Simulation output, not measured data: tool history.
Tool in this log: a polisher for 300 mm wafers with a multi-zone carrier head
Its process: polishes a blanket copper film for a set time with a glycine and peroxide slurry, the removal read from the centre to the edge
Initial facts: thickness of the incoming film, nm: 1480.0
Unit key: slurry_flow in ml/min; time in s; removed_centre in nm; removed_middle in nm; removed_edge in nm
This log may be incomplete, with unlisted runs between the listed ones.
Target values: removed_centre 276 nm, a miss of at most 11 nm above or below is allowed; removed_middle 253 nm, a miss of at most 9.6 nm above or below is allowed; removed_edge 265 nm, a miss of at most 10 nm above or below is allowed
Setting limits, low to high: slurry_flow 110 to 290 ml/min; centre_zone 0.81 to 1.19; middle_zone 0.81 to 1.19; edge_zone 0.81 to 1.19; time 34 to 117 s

{"run": 1, "hour": 0.0, "slurry_flow": 185, "centre_zone": 1, "middle_zone": 1, "edge_zone": 1, "time": 75, "removed_centre": 408.63, "removed_middle": 424.13, "removed_edge": 409}
{"run": 2, "hour": 8.7, "slurry_flow": 180, "centre_zone": 1, "middle_zone": 0.97, "edge_zone": 0.98, "time": 69, "removed_centre": 381.51, "removed_middle": 374.39, "removed_edge": 368.91}
{"run": 3, "hour": 15.8, "slurry_flow": 180, "centre_zone": 1, "middle_zone": 0.97, "edge_zone": 0.94, "time": 69, "removed_centre": 379.52, "removed_middle": 374.23, "removed_edge": 368.73}
{"run": 4, "hour": 16.7, "slurry_flow": 180, "centre_zone": 1, "middle_zone": 0.97, "edge_zone": 0.94, "time": 77, "removed_centre": 418.33, "removed_middle": 418.13, "removed_edge": 395.71}
{"hour": 22.9, "done": "edge zone pressure recalibrated"}
{"run": 5, "hour": 22.9, "slurry_flow": 170, "centre_zone": 0.99, "middle_zone": 0.95, "edge_zone": 0.92, "time": 72, "removed_centre": 384.43, "removed_middle": 378.69, "removed_edge": 380.83}
{"run": 6, "hour": 25.1, "slurry_flow": 170, "centre_zone": 0.92, "middle_zone": 0.95, "edge_zone": 0.92, "time": 72, "removed_centre": 354.84, "removed_middle": 377.62, "removed_edge": 385.76}
{"run": 7, "hour": 33.6, "slurry_flow": 175, "centre_zone": 0.94, "middle_zone": 0.94, "edge_zone": 0.91, "time": 66, "removed_centre": 328.74, "removed_middle": 346.7, "removed_edge": 353.69}
{"run": 8, "hour": 36.2, "slurry_flow": 175, "centre_zone": 0.96, "middle_zone": 0.93, "edge_zone": 0.9, "time": 62, "removed_centre": 317.4, "removed_middle": 321.87, "removed_edge": 326.62}

5 next moves are on the table. One of them brings every result within its allowed miss. Which?
{"run": "A", "hour": 38.8, "slurry_flow": 130, "centre_zone": 1.05, "middle_zone": 0.91, "edge_zone": 0.91, "time": 52, "removed_centre": "?", "removed_middle": "?", "removed_edge": "?"}
{"run": "B", "hour": 38.8, "slurry_flow": 155, "centre_zone": 0.91, "middle_zone": 0.84, "edge_zone": 0.83, "time": 58, "removed_centre": "?", "removed_middle": "?", "removed_edge": "?"}
{"run": "C", "hour": 38.8, "slurry_flow": 125, "centre_zone": 1.05, "middle_zone": 0.81, "edge_zone": 0.94, "time": 58, "removed_centre": "?", "removed_middle": "?", "removed_edge": "?"}
{"run": "D", "hour": 38.8, "slurry_flow": 140, "centre_zone": 1.01, "middle_zone": 0.89, "edge_zone": 0.94, "time": 57, "removed_centre": "?", "removed_middle": "?", "removed_edge": "?"}
{"run": "E", "hour": 38.8, "slurry_flow": 140, "centre_zone": 1.02, "middle_zone": 0.89, "edge_zone": 0.9, "time": 58, "removed_centre": "?", "removed_middle": "?", "removed_edge": "?"}

move=A removed_centre=274.32 removed_middle=250.42 removed_edge=265.84
move=B removed_centre=278.51 removed_middle=273.97 removed_edge=293.09
move=C removed_centre=302.15 removed_middle=252.98 removed_edge=299.2
move=D removed_centre=295.54 removed_middle=274.89 removed_edge=299.74
move=E removed_centre=303.65 removed_middle=279.71 removed_edge=298.92
A: all results in spec
B: better than the last run, though not everything is in spec
C: gets the furthest-off result to its target, but another result is out of tolerance
D: better than the last run, though not everything is in spec
E: better than the last run, though not everything is in spec
Move A is the one to make.

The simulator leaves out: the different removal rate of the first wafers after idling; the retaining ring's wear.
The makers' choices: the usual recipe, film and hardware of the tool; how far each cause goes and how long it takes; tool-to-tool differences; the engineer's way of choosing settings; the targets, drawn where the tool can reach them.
